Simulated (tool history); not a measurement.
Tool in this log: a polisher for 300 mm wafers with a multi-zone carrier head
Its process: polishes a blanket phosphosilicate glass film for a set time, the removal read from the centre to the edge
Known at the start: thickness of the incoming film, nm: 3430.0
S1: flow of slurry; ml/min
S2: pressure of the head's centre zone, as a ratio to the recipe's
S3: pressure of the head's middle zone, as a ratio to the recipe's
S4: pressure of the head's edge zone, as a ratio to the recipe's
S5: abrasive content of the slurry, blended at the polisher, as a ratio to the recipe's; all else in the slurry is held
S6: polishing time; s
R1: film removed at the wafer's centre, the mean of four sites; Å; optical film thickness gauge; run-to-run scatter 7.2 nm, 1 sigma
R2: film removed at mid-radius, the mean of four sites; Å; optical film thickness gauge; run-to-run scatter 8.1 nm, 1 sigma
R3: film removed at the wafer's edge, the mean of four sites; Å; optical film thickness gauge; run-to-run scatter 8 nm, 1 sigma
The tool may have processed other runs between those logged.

run 1 hour=0 | S1=200 S2=1 S3=1 S4=1 S5=1 S6=71 | R1=5696.9 R2=5666.6 R3=5610.8
run 2 hour=3.3 | S1=210 S2=1.04 S3=1.02 S4=1.02 S5=1.05 S6=71 | R1=6069.2 R2=5916.6 R3=5705.5
run 3 hour=4.2 | S1=225 S2=1.04 S3=1.02 S4=1.02 S5=1.05 S6=71 | R1=6085.4 R2=6010.8 R3=5806.2
run 4 hour=6.4 | S1=225 S2=1.04 S3=0.94 S4=1.02 S5=1.05 S6=71 | R1=6211 R2=5595.3 R3=5747.3
run 5 hour=10 | S1=230 S2=1.06 S3=0.96 S4=1.03 S5=1.1 S6=71 | R1=6190.6 R2=5919.2 R3=6053.5
run 6 hour=14.8 | S1=180 S2=1.06 S3=0.96 S4=1.03 S5=1.1 S6=71 | R1=6102.1 R2=5631.6 R3=5836.8
run 7 hour=19.9 | S1=180 S2=1.06 S3=0.96 S4=1.03 S5=1.1 S6=71 | R1=6064 R2=5737.1 R3=5862.7
run 8 hour=22.5 | S1=190 S2=1.1 S3=0.98 S4=1.03 S5=1.15 S6=71 | R1=6568.1 R2=6096.4 R3=6016.6
run 9 hour=28.9 | S1=200 S2=1.12 S3=0.99 S4=1.04 S5=1.15 S6=71 | R1=6621.2 R2=6050.4 R3=5958.1
run 10 hour=37.2 | S1=205 S2=1.13 S3=1 S4=1.04 S5=1.2 S6=71 | R1=6978.2 R2=6296.6 R3=6053.1
run 11 hour=37.8 | S1=210 S2=1.13 S3=1.01 S4=1.05 S5=1.2 S6=71 | R1=6916 R2=6323.2 R3=6203.2

For run 12, what comes out?
run 12 hour=41.6 | S1=215 S2=1.14 S3=1.02 S4=1.05 S5=1.2 S6=71 | R1=? R2=? R3=?

Run 12 gave R1 6931 Å, R2 6466 Å, R3 6337.5 Å.

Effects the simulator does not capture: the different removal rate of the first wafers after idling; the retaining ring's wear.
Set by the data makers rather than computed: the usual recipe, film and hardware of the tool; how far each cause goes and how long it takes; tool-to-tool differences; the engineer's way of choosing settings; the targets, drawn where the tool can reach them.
